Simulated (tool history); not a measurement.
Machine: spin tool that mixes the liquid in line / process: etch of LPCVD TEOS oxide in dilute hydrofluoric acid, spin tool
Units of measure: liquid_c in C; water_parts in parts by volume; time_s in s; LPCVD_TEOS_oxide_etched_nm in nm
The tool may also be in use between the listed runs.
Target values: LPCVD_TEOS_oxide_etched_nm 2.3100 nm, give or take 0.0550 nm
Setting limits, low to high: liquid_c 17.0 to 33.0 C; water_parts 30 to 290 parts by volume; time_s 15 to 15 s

Run 1, day 0.000: liquid_c 25.0 C, water_parts 160 parts by volume, time_s 15 s. Result: LPCVD_TEOS_oxide_etched_nm 3.4205 nm.
Run 2, day 0.283: liquid_c 24.0 C, water_parts 160 parts by volume, time_s 15 s. Result: LPCVD_TEOS_oxide_etched_nm 3.2541 nm.
Run 3, day 0.317: liquid_c 23.0 C, water_parts 160 parts by volume, time_s 15 s. Result: LPCVD_TEOS_oxide_etched_nm 3.1777 nm.
Run 4, day 0.388: liquid_c 23.0 C, water_parts 115 parts by volume, time_s 15 s. Result: LPCVD_TEOS_oxide_etched_nm 4.7033 nm.
Run 5, day 0.588: liquid_c 20.5 C, water_parts 115 parts by volume, time_s 15 s. Result: LPCVD_TEOS_oxide_etched_nm 4.1732 nm.
Run 6, day 0.808: liquid_c 19.0 C, water_parts 115 parts by volume, time_s 15 s. Result: LPCVD_TEOS_oxide_etched_nm 3.9054 nm.
Run 7, day 1.000: liquid_c 18.5 C, water_parts 125 parts by volume, time_s 15 s. Result: LPCVD_TEOS_oxide_etched_nm 3.5018 nm.
Run 8, day 1.358: liquid_c 18.5 C, water_parts 130 parts by volume, time_s 15 s. Result: LPCVD_TEOS_oxide_etched_nm 3.3721 nm.

4 candidate next runs follow, results not yet known. Just one meets every target within its allowed miss. Identify it.
Run A, day 1.717: liquid_c 17.0 C, water_parts 195 parts by volume, time_s 15 s. Result: LPCVD_TEOS_oxide_etched_nm ?.
Run B, day 1.717: liquid_c 20.0 C, water_parts 150 parts by volume, time_s 15 s. Result: LPCVD_TEOS_oxide_etched_nm ?.
Run C, day 1.717: liquid_c 19.0 C, water_parts 80 parts by volume, time_s 15 s. Result: LPCVD_TEOS_oxide_etched_nm ?.
Run D, day 1.717: liquid_c 17.0 C, water_parts 170 parts by volume, time_s 15 s. Result: LPCVD_TEOS_oxide_etched_nm ?.

move  LPCVD_TEOS_oxide_etched_nm
   A                      1.9657
   B                      3.0098
   C                      5.8429
   D                      2.3080
A: the result that was furthest off in the last run now lies on the other side of its target
B: nearer than the last run, and not there yet
C: its largest miss is bigger than the last run's
D: all results land within tolerance of their targets
The right move is D.

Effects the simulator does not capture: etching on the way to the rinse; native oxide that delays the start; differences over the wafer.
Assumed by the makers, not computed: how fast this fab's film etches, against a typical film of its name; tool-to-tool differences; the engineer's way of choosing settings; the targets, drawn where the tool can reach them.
